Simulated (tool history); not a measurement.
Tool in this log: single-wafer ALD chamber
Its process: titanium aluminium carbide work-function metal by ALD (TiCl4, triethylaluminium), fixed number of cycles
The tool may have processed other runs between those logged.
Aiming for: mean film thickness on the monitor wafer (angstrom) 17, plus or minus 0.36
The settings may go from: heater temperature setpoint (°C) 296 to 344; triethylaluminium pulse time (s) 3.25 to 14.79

| run | hour | heater temperature setpoint (°C) | triethylaluminium pulse time (s) | mean film thickness on the monitor wafer (angstrom) |
|---|---|---|---|---|
| 1 | 0 | 320 | 9.02 | 18.408 |
| 2 | 2.2 | 320 | 10.41 | 18.931 |
| 3 | 9.6 | 317 | 10.04 | 18.633 |
| 4 | 13 | 317 | 11.62 | 18.813 |
| 5 | 18 | 308 | 11.62 | 18.192 |
| 6 | 22.4 | 300 | 11.62 | 17.663 |
| 7 | 26 | 299 | 11.33 | 17.56 |
| 8 | 34.5 | 298 | 11.05 | 17.516 |
| 9 | 39.2 | 298 | 10.67 | 17.436 |
| 10 | 42.9 | 298 | 10.36 | 17.389 |

Of the 4 settings listed for the next run, only one would bring every result within its allowed miss of target. Which one?
| A | 46.6 | 296 | 9.9 | ? |
| B | 46.6 | 296 | 7.69 | ? |
| C | 46.6 | 302 | 10.88 | ? |
| D | 46.6 | 296 | 7.9 | ? |

| move | mean film thickness on the monitor wafer (angstrom) |
|---|---|
| A | 17.169 |
| B | 16.339 |
| C | 17.753 |
| D | 16.454 |
A: hits every target within its allowed miss
B: pushes the last run's worst result past its target
C: the biggest miss grows against the last run
D: pushes the last run's worst result past its target
Move A is the one to make.

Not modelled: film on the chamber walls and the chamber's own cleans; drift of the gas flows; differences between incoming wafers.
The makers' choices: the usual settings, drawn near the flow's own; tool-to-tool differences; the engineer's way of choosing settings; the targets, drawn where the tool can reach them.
